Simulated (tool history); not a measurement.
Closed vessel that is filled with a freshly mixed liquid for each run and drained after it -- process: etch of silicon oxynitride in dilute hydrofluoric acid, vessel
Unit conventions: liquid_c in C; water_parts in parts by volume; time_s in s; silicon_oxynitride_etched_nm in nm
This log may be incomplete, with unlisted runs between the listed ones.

run	hour	liquid_c	water_parts	time_s	silicon_oxynitride_etched_nm
1	0	26	220	1310	17.293
2	1.5	27	210	1310	19.139
3	3	28.5	210	1310	20.581
4	7.2	28.5	145	1310	31.516
5	9.2	28.5	105	1310	45.331
# hour 12.9: hydrofluoric acid flow meter replaced
6	12.9	28	105	1310	48.396
7	19.7	28	110	1310	45.853

Run 8 is up next; what results do you expect?
8	25.3	24	115	1310	?

Run 8 measured silicon_oxynitride_etched_nm 36.07 nm.

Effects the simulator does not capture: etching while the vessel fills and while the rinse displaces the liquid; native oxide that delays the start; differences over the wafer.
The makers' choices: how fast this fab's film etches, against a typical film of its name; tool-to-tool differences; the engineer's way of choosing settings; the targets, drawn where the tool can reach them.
